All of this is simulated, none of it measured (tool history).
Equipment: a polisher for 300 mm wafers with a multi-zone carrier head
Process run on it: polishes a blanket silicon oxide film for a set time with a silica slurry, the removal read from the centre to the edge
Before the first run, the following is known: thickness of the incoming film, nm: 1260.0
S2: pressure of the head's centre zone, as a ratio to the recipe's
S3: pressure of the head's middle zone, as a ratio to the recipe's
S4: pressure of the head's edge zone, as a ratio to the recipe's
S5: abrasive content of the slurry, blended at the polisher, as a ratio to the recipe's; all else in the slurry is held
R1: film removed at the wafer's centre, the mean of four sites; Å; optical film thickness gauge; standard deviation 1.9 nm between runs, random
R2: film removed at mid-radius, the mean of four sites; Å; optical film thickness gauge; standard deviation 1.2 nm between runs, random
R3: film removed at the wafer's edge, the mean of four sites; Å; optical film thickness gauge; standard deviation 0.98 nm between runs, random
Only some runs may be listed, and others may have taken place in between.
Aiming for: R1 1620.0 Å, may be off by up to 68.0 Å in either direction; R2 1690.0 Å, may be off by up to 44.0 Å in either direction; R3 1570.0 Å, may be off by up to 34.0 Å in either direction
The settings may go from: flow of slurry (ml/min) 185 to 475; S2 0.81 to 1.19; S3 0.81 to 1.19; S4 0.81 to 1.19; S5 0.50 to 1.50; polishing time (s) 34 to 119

Run 1, hour 0.0: flow of slurry (ml/min) 305, S2 1.00, S3 1.00, S4 1.00, S5 1.00, polishing time (s) 76. Result: R1 2044.5 Å, R2 2097.6 Å, R3 2063.2 Å.
Run 2, hour 3.4: flow of slurry (ml/min) 305, S2 0.99, S3 0.99, S4 0.97, S5 0.90, polishing time (s) 76. Result: R1 1921.9 Å, R2 1963.5 Å, R3 1931.7 Å.
Run 3, hour 4.7: flow of slurry (ml/min) 305, S2 0.99, S3 0.99, S4 0.97, S5 0.90, polishing time (s) 85. Result: R1 2195.6 Å, R2 2213.6 Å, R3 2171.0 Å.
Run 4, hour 11.9: flow of slurry (ml/min) 305, S2 0.99, S3 0.99, S4 0.97, S5 0.90, polishing time (s) 100. Result: R1 2593.3 Å, R2 2569.3 Å, R3 2558.4 Å.
Run 5, hour 19.2: flow of slurry (ml/min) 305, S2 1.08, S3 0.99, S4 0.97, S5 0.90, polishing time (s) 100. Result: R1 2825.0 Å, R2 2607.3 Å, R3 2564.4 Å.
Run 6, hour 23.5: flow of slurry (ml/min) 300, S2 1.05, S3 0.99, S4 0.95, S5 0.80, polishing time (s) 96. Result: R1 2463.3 Å, R2 2297.9 Å, R3 2319.0 Å.
Run 7, hour 29.1: flow of slurry (ml/min) 330, S2 0.99, S3 1.09, S4 0.85, S5 0.55, polishing time (s) 75. Result: R1 1419.8 Å, R2 1554.5 Å, R3 1347.4 Å.
Run 8, hour 30.9: flow of slurry (ml/min) 330, S2 1.00, S3 1.09, S4 0.88, S5 0.55, polishing time (s) 75. Result: R1 1461.0 Å, R2 1530.3 Å, R3 1376.4 Å.
Run 9, hour 34.8: flow of slurry (ml/min) 330, S2 1.00, S3 1.10, S4 0.90, S5 0.55, polishing time (s) 75. Result: R1 1406.2 Å, R2 1553.7 Å, R3 1387.2 Å.
Run 10, hour 43.6: flow of slurry (ml/min) 330, S2 1.01, S3 1.10, S4 0.91, S5 0.55, polishing time (s) 75. Result: R1 1445.8 Å, R2 1562.2 Å, R3 1394.1 Å.
Run 11, hour 47.8: flow of slurry (ml/min) 330, S2 1.01, S3 1.10, S4 0.91, S5 0.55, polishing time (s) 75. Result: R1 1473.9 Å, R2 1568.9 Å, R3 1378.3 Å.
Run 12, hour 50.2: flow of slurry (ml/min) 330, S2 1.01, S3 1.10, S4 0.94, S5 0.55, polishing time (s) 75. Result: R1 1449.8 Å, R2 1555.1 Å, R3 1397.3 Å.
Run 13, hour 52.6: flow of slurry (ml/min) 330, S2 1.02, S3 1.10, S4 0.96, S5 0.55, polishing time (s) 75. Result: R1 1487.9 Å, R2 1575.4 Å, R3 1411.9 Å.
Run 14, hour 56.8: flow of slurry (ml/min) 330, S2 1.02, S3 1.10, S4 0.98, S5 0.55, polishing time (s) 75. Result: R1 1460.1 Å, R2 1566.4 Å, R3 1420.9 Å.
Run 15, hour 60.4: flow of slurry (ml/min) 330, S2 1.03, S3 1.10, S4 1.00, S5 0.55, polishing time (s) 75. Result: R1 1483.5 Å, R2 1568.8 Å, R3 1414.5 Å.
Run 16, hour 66.2: flow of slurry (ml/min) 330, S2 1.03, S3 1.10, S4 1.01, S5 0.55, polishing time (s) 75. Result: R1 1496.7 Å, R2 1557.1 Å, R3 1445.5 Å.
Run 17, hour 72.6: flow of slurry (ml/min) 385, S2 1.07, S3 1.17, S4 1.10, S5 0.60, polishing time (s) 75. Result: R1 1630.7 Å, R2 1785.6 Å, R3 1580.6 Å.
Run 18, hour 78.3: flow of slurry (ml/min) 380, S2 1.07, S3 1.16, S4 1.10, S5 0.60, polishing time (s) 75. Result: R1 1618.3 Å, R2 1757.8 Å, R3 1595.4 Å.
Run 19, hour 80.0: flow of slurry (ml/min) 375, S2 1.07, S3 1.15, S4 1.10, S5 0.60, polishing time (s) 75. Result: R1 1638.3 Å, R2 1758.0 Å, R3 1585.5 Å.

Which one of the following 4 next-run settings gets every result inside its allowed miss? There is exactly one.
Run A, hour 81.7: flow of slurry (ml/min) 325, S2 1.06, S3 1.19, S4 1.12, S5 0.70, polishing time (s) 68. Result: R1 ?, R2 ?, R3 ?.
Run B, hour 81.7: flow of slurry (ml/min) 360, S2 1.05, S3 1.11, S4 1.09, S5 0.60, polishing time (s) 75. Result: R1 ?, R2 ?, R3 ?.
Run C, hour 81.7: flow of slurry (ml/min) 335, S2 1.06, S3 1.17, S4 1.01, S5 0.65, polishing time (s) 72. Result: R1 ?, R2 ?, R3 ?.
Run D, hour 81.7: flow of slurry (ml/min) 350, S2 0.99, S3 1.17, S4 1.07, S5 0.50, polishing time (s) 86. Result: R1 ?, R2 ?, R3 ?.

move      R1      R2      R3
   A  1660.8  1773.1  1566.6
   B  1653.8  1677.3  1556.8
   C  1681.0  1768.6  1528.0
   D  1568.1  1757.7  1547.9
A: further off than the last run
B: all results land within tolerance of their targets
C: further off than the last run
D: about the same distance from the targets as the last run
The move that meets every target is B.
